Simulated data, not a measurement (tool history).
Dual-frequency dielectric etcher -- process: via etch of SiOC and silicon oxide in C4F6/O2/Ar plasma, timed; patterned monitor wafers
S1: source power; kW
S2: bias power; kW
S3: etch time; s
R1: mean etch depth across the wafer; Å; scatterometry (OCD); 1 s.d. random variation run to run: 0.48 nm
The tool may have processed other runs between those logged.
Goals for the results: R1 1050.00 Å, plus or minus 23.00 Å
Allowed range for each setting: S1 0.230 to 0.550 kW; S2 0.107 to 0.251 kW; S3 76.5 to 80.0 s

run  hour     S1     S2    S3       R1
  1   0.0  0.390  0.179  76.5   849.82
  2   5.9  0.420  0.187  77.0   890.72
  3  11.9  0.420  0.187  80.0   928.70
  4  16.4  0.420  0.215  80.0   979.48
  5  17.7  0.360  0.215  80.0   935.37
  6  26.3  0.360  0.215  76.5   887.73
  7  31.5  0.440  0.234  77.0   995.70
  8  40.4  0.450  0.235  77.0   999.75
  9  47.5  0.460  0.236  77.0  1011.40
 10  50.7  0.470  0.237  77.0  1021.80

Consider the 4 candidate settings below. Which is the only one whose results all fall within their allowed miss of target?
  A  53.9  0.460  0.251  77.5   ?
  B  53.9  0.460  0.230  77.0   ?
  C  53.9  0.440  0.248  76.5   ?
  D  53.9  0.470  0.226  76.5   ?

move       R1
   A  1048.10
   B  1004.70
   C  1014.60
   D   998.18
A: hits every target within its allowed miss
B: the biggest miss grows against the last run
C: the biggest miss grows against the last run
D: the biggest miss grows against the last run
Correct choice: A, which meets every target
